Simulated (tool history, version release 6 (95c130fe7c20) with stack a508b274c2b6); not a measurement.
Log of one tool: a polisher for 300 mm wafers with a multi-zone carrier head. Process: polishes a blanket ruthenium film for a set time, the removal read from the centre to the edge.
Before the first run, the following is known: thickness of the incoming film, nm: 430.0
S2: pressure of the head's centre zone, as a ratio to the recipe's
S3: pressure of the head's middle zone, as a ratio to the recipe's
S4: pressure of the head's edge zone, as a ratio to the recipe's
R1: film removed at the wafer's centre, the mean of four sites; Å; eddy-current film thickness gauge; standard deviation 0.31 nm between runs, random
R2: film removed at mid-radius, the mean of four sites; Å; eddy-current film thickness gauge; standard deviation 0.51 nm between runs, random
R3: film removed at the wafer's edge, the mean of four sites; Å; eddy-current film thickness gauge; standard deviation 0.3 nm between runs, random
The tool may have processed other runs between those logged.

run 1 hour=0.0 | flow_of_slurry_(ml/min)=200 S2=1.00 S3=1.00 S4=1.00 polishing_time_(s)=67 | R1=588.28 R2=640.58 R3=652.57
run 2 hour=6.5 | flow_of_slurry_(ml/min)=200 S2=1.04 S3=1.00 S4=1.00 polishing_time_(s)=67 | R1=607.73 R2=622.09 R3=645.31
run 3 hour=8.2 | flow_of_slurry_(ml/min)=165 S2=1.04 S3=1.00 S4=1.00 polishing_time_(s)=67 | R1=591.43 R2=613.28 R3=628.38
run 4 hour=14.0 | flow_of_slurry_(ml/min)=160 S2=1.05 S3=0.98 S4=0.96 polishing_time_(s)=58 | R1=512.35 R2=524.53 R3=542.71
run 5 hour=18.7 | flow_of_slurry_(ml/min)=160 S2=1.08 S3=0.98 S4=0.93 polishing_time_(s)=51 | R1=467.23 R2=470.30 R3=460.69
run 6 hour=20.1 | flow_of_slurry_(ml/min)=160 S2=1.08 S3=0.98 S4=0.93 polishing_time_(s)=66 | R1=601.80 R2=585.70 R3=609.81
run 7 hour=22.3 | flow_of_slurry_(ml/min)=165 S2=1.09 S3=0.96 S4=0.93 polishing_time_(s)=57 | R1=517.95 R2=506.05 R3=519.28
run 8 hour=28.5 | flow_of_slurry_(ml/min)=165 S2=1.11 S3=0.94 S4=0.93 polishing_time_(s)=51 | R1=478.72 R2=447.47 R3=462.79
run 9 hour=29.9 | flow_of_slurry_(ml/min)=170 S2=1.11 S3=0.93 S4=0.92 polishing_time_(s)=47 | R1=444.22 R2=427.71 R3=429.51

Run 10 has not been measured yet. What should we expect?
run 10 hour=33.0 | flow_of_slurry_(ml/min)=135 S2=1.11 S3=0.83 S4=0.84 polishing_time_(s)=37 | R1=? R2=? R3=?

R1: 337.52 Å
R2: 301.05 Å
R3: 322.26 Å
